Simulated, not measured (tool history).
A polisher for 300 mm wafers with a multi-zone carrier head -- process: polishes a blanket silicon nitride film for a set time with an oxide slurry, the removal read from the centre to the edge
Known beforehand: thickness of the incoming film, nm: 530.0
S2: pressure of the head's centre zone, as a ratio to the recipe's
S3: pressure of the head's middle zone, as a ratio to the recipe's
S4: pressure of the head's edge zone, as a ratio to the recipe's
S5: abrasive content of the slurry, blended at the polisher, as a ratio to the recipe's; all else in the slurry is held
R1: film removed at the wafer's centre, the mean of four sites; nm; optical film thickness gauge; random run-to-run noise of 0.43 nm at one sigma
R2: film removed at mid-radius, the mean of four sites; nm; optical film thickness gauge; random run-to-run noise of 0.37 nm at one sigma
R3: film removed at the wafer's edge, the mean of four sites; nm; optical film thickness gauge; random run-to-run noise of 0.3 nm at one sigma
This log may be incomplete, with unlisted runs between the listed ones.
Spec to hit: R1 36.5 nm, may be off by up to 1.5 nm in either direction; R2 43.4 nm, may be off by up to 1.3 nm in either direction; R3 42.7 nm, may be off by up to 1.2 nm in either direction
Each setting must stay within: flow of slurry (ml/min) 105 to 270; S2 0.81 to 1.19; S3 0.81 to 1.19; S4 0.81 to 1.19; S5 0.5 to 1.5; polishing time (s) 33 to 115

Run 1, hour 0: flow of slurry (ml/min) 175, S2 1, S3 1, S4 1, S5 1, polishing time (s) 73. Result: R1 50.72 nm, R2 50.586 nm, R3 49.076 nm.
Run 2, hour 7.6: flow of slurry (ml/min) 175, S2 1, S3 1, S4 1, S5 1, polishing time (s) 89. Result: R1 60.724 nm, R2 62.251 nm, R3 59.56 nm.
Run 3, hour 8.3: flow of slurry (ml/min) 170, S2 0.98, S3 0.99, S4 0.99, S5 0.95, polishing time (s) 89. Result: R1 58.305 nm, R2 58.418 nm, R3 57.617 nm.
Run 4, hour 13.5: flow of slurry (ml/min) 165, S2 0.96, S3 1, S4 0.99, S5 0.9, polishing time (s) 88. Result: R1 52.854 nm, R2 56.71 nm, R3 54.841 nm.
Run 5, hour 17.6: flow of slurry (ml/min) 160, S2 0.95, S3 0.99, S4 0.97, S5 0.85, polishing time (s) 88. Result: R1 50.179 nm, R2 52.772 nm, R3 51.947 nm.
Run 6, hour 23: flow of slurry (ml/min) 160, S2 0.95, S3 0.99, S4 0.97, S5 0.75, polishing time (s) 88. Result: R1 48.013 nm, R2 48.993 nm, R3 48.193 nm.
Run 7, hour 27.1: flow of slurry (ml/min) 110, S2 0.85, S3 1.01, S4 0.98, S5 0.6, polishing time (s) 86. Result: R1 30.911 nm, R2 38.058 nm, R3 37.526 nm.
Run 8, hour 32.9: flow of slurry (ml/min) 115, S2 0.85, S3 1.01, S4 0.98, S5 0.6, polishing time (s) 86. Result: R1 31.772 nm, R2 38.144 nm, R3 37.81 nm.
Run 9, hour 41.1: flow of slurry (ml/min) 120, S2 0.85, S3 1.01, S4 0.99, S5 0.6, polishing time (s) 86. Result: R1 31.705 nm, R2 39.296 nm, R3 38.147 nm.
Run 10, hour 46.1: flow of slurry (ml/min) 125, S2 0.85, S3 1.01, S4 1, S5 0.6, polishing time (s) 86. Result: R1 33.045 nm, R2 39.391 nm, R3 39.194 nm.
Run 11, hour 48.8: flow of slurry (ml/min) 130, S2 0.85, S3 1.01, S4 1, S5 0.6, polishing time (s) 86. Result: R1 33.18 nm, R2 39.893 nm, R3 39.142 nm.
Run 12, hour 53.2: flow of slurry (ml/min) 135, S2 0.85, S3 1.01, S4 1.01, S5 0.6, polishing time (s) 86. Result: R1 33.248 nm, R2 39.835 nm, R3 39.433 nm.
Run 13, hour 56.5: flow of slurry (ml/min) 140, S2 0.85, S3 1.01, S4 1.02, S5 0.6, polishing time (s) 86. Result: R1 33.277 nm, R2 40.733 nm, R3 39.932 nm.
Run 14, hour 58.9: flow of slurry (ml/min) 190, S2 0.9, S3 1, S4 1.08, S5 0.6, polishing time (s) 86. Result: R1 38.673 nm, R2 42.113 nm, R3 42.753 nm.

Which single option among these 5 for the next run brings every result within its allowed miss of target? Just one does.
Run A, hour 61.3: flow of slurry (ml/min) 220, S2 1.01, S3 1.01, S4 1.18, S5 0.6, polishing time (s) 82. Result: R1 ?, R2 ?, R3 ?.
Run B, hour 61.3: flow of slurry (ml/min) 180, S2 0.96, S3 1.01, S4 1.12, S5 0.55, polishing time (s) 94. Result: R1 ?, R2 ?, R3 ?.
Run C, hour 61.3: flow of slurry (ml/min) 210, S2 0.87, S3 1.05, S4 1.13, S5 0.65, polishing time (s) 78. Result: R1 ?, R2 ?, R3 ?.
Run D, hour 61.3: flow of slurry (ml/min) 185, S2 1, S3 0.94, S4 1.12, S5 0.55, polishing time (s) 90. Result: R1 ?, R2 ?, R3 ?.
Run E, hour 61.3: flow of slurry (ml/min) 225, S2 0.98, S3 1.01, S4 1.05, S5 0.6, polishing time (s) 86. Result: R1 ?, R2 ?, R3 ?.

move      R1      R2      R3
   A  42.116   42.08  43.443
   B  41.142  43.442  43.998
   C  36.461  43.818  42.816
   D  41.241  39.332   42.31
   E  42.995  44.283  43.033
A: lands further from the targets than the last run did
B: lands further from the targets than the last run did
C: in spec on every target
D: lands further from the targets than the last run did
E: lands further from the targets than the last run did
Go with C: it meets all targets.

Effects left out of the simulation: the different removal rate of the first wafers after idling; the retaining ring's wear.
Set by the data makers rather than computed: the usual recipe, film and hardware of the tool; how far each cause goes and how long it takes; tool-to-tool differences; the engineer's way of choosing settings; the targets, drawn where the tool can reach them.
